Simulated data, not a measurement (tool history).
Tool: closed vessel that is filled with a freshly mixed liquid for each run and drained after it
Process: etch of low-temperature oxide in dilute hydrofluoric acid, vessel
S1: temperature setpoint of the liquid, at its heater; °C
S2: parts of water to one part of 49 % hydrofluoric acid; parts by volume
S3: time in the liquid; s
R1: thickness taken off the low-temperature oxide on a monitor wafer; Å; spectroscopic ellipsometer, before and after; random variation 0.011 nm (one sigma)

run 1 day=0 | S1=20 S2=260 S3=30 | R1=19.856
run 2 day=0.167 | S1=20 S2=260 S3=30 | R1=19.769
run 3 day=0.517 | S1=20 S2=230 S3=30 | R1=22.845
run 4 day=0.754 | S1=23 S2=230 S3=30 | R1=25.936
run 5 day=0.992 | S1=23 S2=230 S3=30 | R1=25.639
run 6 day=1.329 | S1=22 S2=245 S3=30 | R1=23.122

The next listed run, before its measurement:
run 7 day=1.658 | S1=21 S2=255 S3=30 | R1=?

{"run 7": {"R1": 21.442}}
